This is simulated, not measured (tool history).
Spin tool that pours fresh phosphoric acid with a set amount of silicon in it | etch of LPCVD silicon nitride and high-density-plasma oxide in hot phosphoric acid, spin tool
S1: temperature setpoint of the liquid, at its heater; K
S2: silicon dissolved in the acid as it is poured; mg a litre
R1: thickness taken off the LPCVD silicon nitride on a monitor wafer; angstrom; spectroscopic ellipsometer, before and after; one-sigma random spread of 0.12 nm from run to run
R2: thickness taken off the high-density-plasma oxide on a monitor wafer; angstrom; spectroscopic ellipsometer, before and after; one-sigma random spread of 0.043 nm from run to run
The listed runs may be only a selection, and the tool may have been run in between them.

run 1 hour=0.0 | S1=436.15 S2=18.0 time_under_the_liquid_(s)=180 | R1=155.74 R2=5.7617
run 2 hour=1.6 | S1=436.15 S2=12.5 time_under_the_liquid_(s)=180 | R1=156.54 R2=6.4272
run 3 hour=4.8 | S1=434.15 S2=12.5 time_under_the_liquid_(s)=180 | R1=145.40 R2=4.5602
run 4 hour=9.4 | S1=434.65 S2=21.0 time_under_the_liquid_(s)=215 | R1=178.51 R2=5.0664
run 5 hour=13.3 | S1=435.15 S2=27.0 time_under_the_liquid_(s)=240 | R1=200.92 R2=4.5424
run 6 hour=20.2 | S1=435.15 S2=31.5 time_under_the_liquid_(s)=240 | R1=201.64 R2=4.2383
run 7 hour=25.0 | S1=436.15 S2=34.5 time_under_the_liquid_(s)=260 | R1=224.90 R2=3.8075

For run 8, what comes out?
run 8 hour=27.7 | S1=438.65 S2=25.5 time_under_the_liquid_(s)=310 | R1=? R2=?

{"run 8": {"R1": 290.15, "R2": 8.8901}}
